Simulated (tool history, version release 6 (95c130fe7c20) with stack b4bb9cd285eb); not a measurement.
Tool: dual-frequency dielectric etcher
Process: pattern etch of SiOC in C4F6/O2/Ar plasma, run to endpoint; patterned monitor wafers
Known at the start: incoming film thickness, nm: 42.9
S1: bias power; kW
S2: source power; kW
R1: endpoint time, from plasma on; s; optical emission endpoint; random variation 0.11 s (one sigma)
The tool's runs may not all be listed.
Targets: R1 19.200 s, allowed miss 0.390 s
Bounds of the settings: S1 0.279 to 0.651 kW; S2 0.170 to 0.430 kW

{"run": 1, "hour": 0.0, "S1": 0.465, "S2": 0.3, "R1": 17.247}
{"run": 2, "hour": 8.3, "S1": 0.427, "S2": 0.29, "R1": 18.253}
{"run": 3, "hour": 13.7, "S1": 0.476, "S2": 0.29, "R1": 17.178}
{"run": 4, "hour": 19.5, "S1": 0.476, "S2": 0.33, "R1": 16.467}
{"run": 5, "hour": 23.9, "S1": 0.431, "S2": 0.33, "R1": 17.388}
{"run": 6, "hour": 24.6, "S1": 0.459, "S2": 0.33, "R1": 16.769}
{"run": 7, "hour": 32.1, "S1": 0.421, "S2": 0.33, "R1": 17.522}
{"run": 8, "hour": 38.1, "S1": 0.395, "S2": 0.33, "R1": 18.345}

Which of these 5 next moves meets every target?
{"run": "A", "hour": 44.1, "S1": 0.422, "S2": 0.35, "R1": "?"}
{"run": "B", "hour": 44.1, "S1": 0.529, "S2": 0.27, "R1": "?"}
{"run": "C", "hour": 44.1, "S1": 0.431, "S2": 0.33, "R1": "?"}
{"run": "D", "hour": 44.1, "S1": 0.43, "S2": 0.31, "R1": "?"}
{"run": "E", "hour": 44.1, "S1": 0.393, "S2": 0.29, "R1": "?"}

move=A R1=17.164
move=B R1=16.947
move=C R1=17.379
move=D R1=17.839
move=E R1=19.212
A: further off than the last run
B: further off than the last run
C: further off than the last run
D: further off than the last run
E: meets every target
Answer: E

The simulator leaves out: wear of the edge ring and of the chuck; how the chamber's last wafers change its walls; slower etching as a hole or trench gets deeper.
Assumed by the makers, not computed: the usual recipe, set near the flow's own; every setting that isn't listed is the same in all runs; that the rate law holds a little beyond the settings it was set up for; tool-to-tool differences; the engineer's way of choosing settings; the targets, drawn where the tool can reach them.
